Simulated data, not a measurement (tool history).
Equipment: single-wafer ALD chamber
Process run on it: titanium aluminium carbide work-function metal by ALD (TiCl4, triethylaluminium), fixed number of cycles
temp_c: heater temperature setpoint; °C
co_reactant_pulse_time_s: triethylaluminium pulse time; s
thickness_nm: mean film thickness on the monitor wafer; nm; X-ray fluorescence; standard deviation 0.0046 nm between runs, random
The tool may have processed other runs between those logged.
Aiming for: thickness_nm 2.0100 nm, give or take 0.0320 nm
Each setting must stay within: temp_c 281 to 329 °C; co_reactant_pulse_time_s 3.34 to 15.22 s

run	hour	temp_c	co_reactant_pulse_time_s	thickness_nm
1	0.0	305	9.28	2.1626
2	7.6	305	11.54	2.2240
3	16.0	303	11.37	2.1969
4	22.5	301	11.24	2.1754
5	25.3	312	11.24	2.2792
6	32.4	316	11.24	2.3248
7	35.0	313	11.02	2.2877
8	39.4	310	10.82	2.2671
9	43.2	308	10.64	2.2312
10	46.2	306	10.47	2.2094
11	48.5	304	10.31	2.1858
12	53.6	302	10.17	2.1729
13	54.7	300	10.00	2.1496

Of the 5 settings listed for the next run, only one would bring every result within its allowed miss of target. Which one?
A	55.8	315	10.79	?
B	55.8	293	8.11	?
C	55.8	305	10.77	?
D	55.8	307	11.29	?
E	55.8	286	7.90	?

move	thickness_nm
A	2.3075
B	2.0113
C	2.2065
D	2.2355
E	1.9357
A: lands further from the targets than the last run did
B: every result lands within tolerance
C: lands further from the targets than the last run did
D: lands further from the targets than the last run did
E: carries the result that was furthest off beyond its target, to the other side
Go with B: it meets all targets.
